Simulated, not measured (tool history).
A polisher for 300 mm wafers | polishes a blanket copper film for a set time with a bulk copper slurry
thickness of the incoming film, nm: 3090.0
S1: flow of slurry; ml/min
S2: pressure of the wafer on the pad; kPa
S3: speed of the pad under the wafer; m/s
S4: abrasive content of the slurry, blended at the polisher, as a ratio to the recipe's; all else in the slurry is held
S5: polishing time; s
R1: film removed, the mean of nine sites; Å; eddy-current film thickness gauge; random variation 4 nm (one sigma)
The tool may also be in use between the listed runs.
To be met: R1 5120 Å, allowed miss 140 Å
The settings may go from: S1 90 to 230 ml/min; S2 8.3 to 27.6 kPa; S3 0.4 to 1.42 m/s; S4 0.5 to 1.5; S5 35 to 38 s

| run | hour | S1 | S2 | S3 | S4 | S5 | R1 |
|---|---|---|---|---|---|---|---|
| 1 | 0 | 150 | 17.9 | 0.9 | 1 | 38 | 3216.2 |
| 2 | 1.9 | 170 | 17.9 | 0.9 | 1 | 38 | 3209.7 |
| 3 | 8.5 | 170 | 20.7 | 0.9 | 1 | 38 | 3711.7 |
| 4 | 13.8 | 170 | 20.7 | 0.9 | 1 | 38 | 3729.6 |
| 5 | 16.2 | 170 | 20.7 | 0.9 | 1.15 | 38 | 3834.8 |
| 6 | 21.9 | 180 | 20.7 | 0.9 | 1.15 | 38 | 3916.7 |
| 7 | 27.1 | 185 | 22.1 | 0.9 | 1.15 | 38 | 4198.8 |
| 8 | 32.6 | 195 | 26.2 | 0.9 | 1.15 | 38 | 4931.2 |

Which of these 4 next moves meets every target?
| A | 38.1 | 190 | 26.2 | 0.94 | 1.25 | 35 | ? |
| B | 38.1 | 165 | 27.6 | 0.86 | 1.4 | 38 | ? |
| C | 38.1 | 200 | 25.5 | 0.92 | 1.1 | 37 | ? |
| D | 38.1 | 205 | 26.2 | 1.1 | 1.1 | 35 | ? |

| move | R1 |
|---|---|
| A | 4900.5 |
| B | 5147.5 |
| C | 4841.4 |
| D | 5612.3 |
A: further off than the last run
B: meets every target
C: further off than the last run
D: takes the result that was furthest off past its target
The right move is B.

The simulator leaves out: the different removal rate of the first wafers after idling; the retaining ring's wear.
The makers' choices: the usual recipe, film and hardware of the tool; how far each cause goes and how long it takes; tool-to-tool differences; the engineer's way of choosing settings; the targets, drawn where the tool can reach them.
